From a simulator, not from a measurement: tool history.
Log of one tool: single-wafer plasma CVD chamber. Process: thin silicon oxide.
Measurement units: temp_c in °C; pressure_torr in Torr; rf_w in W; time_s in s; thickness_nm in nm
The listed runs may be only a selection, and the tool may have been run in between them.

run	hour	temp_c	pressure_torr	rf_w	time_s	thickness_nm
1	0	395	0.55	245	5.87	7.0131
2	5.3	395	0.55	245	6.05	7.2069
3	6.7	395	0.567	245	6.05	7.3799
4	13.5	395	0.506	245	6.05	6.625
5	21.7	395	0.506	235	6.05	6.5452
6	27.9	395	0.45	235	6.05	5.7955

Run 7, settings as shown, results not yet in. Your forecast:
7	31.2	395	0.56	240	6.05	?

For run 7 the tool returned thickness_nm 7.2482 nm.
